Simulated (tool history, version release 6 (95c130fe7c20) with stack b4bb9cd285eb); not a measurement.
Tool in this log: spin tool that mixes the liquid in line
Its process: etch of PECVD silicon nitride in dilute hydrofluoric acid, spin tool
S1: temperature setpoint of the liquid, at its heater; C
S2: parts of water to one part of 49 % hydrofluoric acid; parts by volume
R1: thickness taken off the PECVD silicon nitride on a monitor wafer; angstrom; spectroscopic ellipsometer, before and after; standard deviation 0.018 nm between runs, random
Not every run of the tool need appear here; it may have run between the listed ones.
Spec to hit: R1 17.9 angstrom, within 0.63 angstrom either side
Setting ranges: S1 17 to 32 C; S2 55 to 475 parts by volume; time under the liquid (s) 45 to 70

run 1 day=0 | S1=24 S2=265 time_under_the_liquid_(s)=70 | R1=10.04
run 2 day=0.371 | S1=22 S2=265 time_under_the_liquid_(s)=70 | R1=8.7784
run 3 day=0.679 | S1=22 S2=180 time_under_the_liquid_(s)=70 | R1=12.865
run 4 day=0.746 | S1=23 S2=180 time_under_the_liquid_(s)=70 | R1=13.506
run 5 day=1.121 | S1=23 S2=120 time_under_the_liquid_(s)=70 | R1=20.42
-- day=1.412 hydrofluoric acid flow meter replaced
run 6 day=1.412 | S1=23 S2=60 time_under_the_liquid_(s)=70 | R1=36.3
run 7 day=1.725 | S1=21.5 S2=70 time_under_the_liquid_(s)=70 | R1=28.627
run 8 day=2.083 | S1=21.5 S2=70 time_under_the_liquid_(s)=70 | R1=28.026
run 9 day=2.442 | S1=20.5 S2=75 time_under_the_liquid_(s)=70 | R1=24.467
run 10 day=2.496 | S1=19.5 S2=75 time_under_the_liquid_(s)=70 | R1=23.33
run 11 day=2.525 | S1=19 S2=80 time_under_the_liquid_(s)=70 | R1=21.361
run 12 day=2.833 | S1=18.5 S2=80 time_under_the_liquid_(s)=70 | R1=20.078
run 13 day=3.154 | S1=18.5 S2=80 time_under_the_liquid_(s)=70 | R1=20.133
run 14 day=3.308 | S1=17 S2=90 time_under_the_liquid_(s)=70 | R1=16.242
run 15 day=3.546 | S1=17.5 S2=90 time_under_the_liquid_(s)=70 | R1=16.752
run 16 day=3.733 | S1=17.5 S2=90 time_under_the_liquid_(s)=70 | R1=16.94

Exactly one of the 5 candidate moves below puts every result within its allowed miss. Which one?
run A day=3.921 | S1=20 S2=115 time_under_the_liquid_(s)=70 | R1=?
run B day=3.921 | S1=17.5 S2=100 time_under_the_liquid_(s)=70 | R1=?
run C day=3.921 | S1=19.5 S2=110 time_under_the_liquid_(s)=70 | R1=?
run D day=3.921 | S1=22 S2=115 time_under_the_liquid_(s)=60 | R1=?
run E day=3.921 | S1=17.5 S2=85 time_under_the_liquid_(s)=70 | R1=?

move=A R1=15.855
move=B R1=15.301
move=C R1=16.004
move=D R1=15.542
move=E R1=17.914
A: further off than the last run
B: further off than the last run
C: further off than the last run
D: further off than the last run
E: hits every target within its allowed miss
E is the move that brings every result within its allowed miss.

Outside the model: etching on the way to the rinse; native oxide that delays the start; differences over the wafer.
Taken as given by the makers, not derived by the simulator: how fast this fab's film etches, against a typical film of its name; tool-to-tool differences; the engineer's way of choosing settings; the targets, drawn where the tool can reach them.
